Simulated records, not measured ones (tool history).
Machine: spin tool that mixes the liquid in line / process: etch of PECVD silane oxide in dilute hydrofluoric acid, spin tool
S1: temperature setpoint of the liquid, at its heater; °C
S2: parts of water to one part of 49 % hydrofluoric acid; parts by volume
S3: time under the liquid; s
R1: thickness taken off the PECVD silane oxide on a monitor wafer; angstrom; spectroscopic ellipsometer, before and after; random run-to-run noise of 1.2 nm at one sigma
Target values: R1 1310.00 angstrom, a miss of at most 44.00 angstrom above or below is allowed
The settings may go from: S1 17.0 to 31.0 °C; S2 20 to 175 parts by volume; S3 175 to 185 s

| run | hour | S1 | S2 | S3 | R1 |
|---|---|---|---|---|---|
| 1 | 0.0 | 23.0 | 95 | 175 | 329.78 |
| 2 | 8.3 | 25.0 | 95 | 175 | 363.09 |
| 3 | 15.1 | 28.0 | 95 | 175 | 401.12 |
| 4 | 18.5 | 28.0 | 80 | 175 | 499.49 |
| 5 | 26.3 | 28.0 | 80 | 185 | 523.92 |
| 6 | 27.4 | 28.5 | 70 | 185 | 618.97 |
| 7 | 36.2 | 29.0 | 65 | 185 | 682.37 |
| 8 | 37.8 | 29.0 | 60 | 185 | 756.77 |
| 9 | 45.4 | 29.0 | 55 | 185 | 820.74 |
| 10 | 52.2 | 29.0 | 50 | 185 | 893.71 |
| 11 | 55.2 | 31.0 | 20 | 185 | 2602.00 |
| 12 | 63.1 | 30.0 | 20 | 185 | 2504.90 |
| 13 | 63.8 | 29.0 | 20 | 185 | 2405.40 |
| 14 | 65.3 | 29.0 | 25 | 185 | 1891.90 |
| 15 | 72.0 | 28.0 | 25 | 185 | 1778.20 |
| 16 | 76.7 | 27.5 | 25 | 185 | 1783.40 |
| 17 | 83.5 | 26.5 | 25 | 185 | 1699.60 |
| 18 | 88.4 | 26.0 | 25 | 185 | 1681.10 |
| 19 | 95.3 | 25.5 | 25 | 185 | 1627.10 |

Exercise: of the 4 proposed moves below, exactly one satisfies all targets within the stated allowed misses. Which move is it?
| A | 102.2 | 26.5 | 20 | 180 | ? |
| B | 102.2 | 26.5 | 20 | 175 | ? |
| C | 102.2 | 28.0 | 35 | 180 | ? |
| D | 102.2 | 29.5 | 35 | 180 | ? |

| move | R1 |
|---|---|
| A | 2041.60 |
| B | 1984.90 |
| C | 1213.30 |
| D | 1288.80 |
A: moves away from the targets compared with the last run
B: moves away from the targets compared with the last run
C: moves the result that the last run missed by most past its target, out the other side
D: every result within its allowed miss
The move that meets every target is D.

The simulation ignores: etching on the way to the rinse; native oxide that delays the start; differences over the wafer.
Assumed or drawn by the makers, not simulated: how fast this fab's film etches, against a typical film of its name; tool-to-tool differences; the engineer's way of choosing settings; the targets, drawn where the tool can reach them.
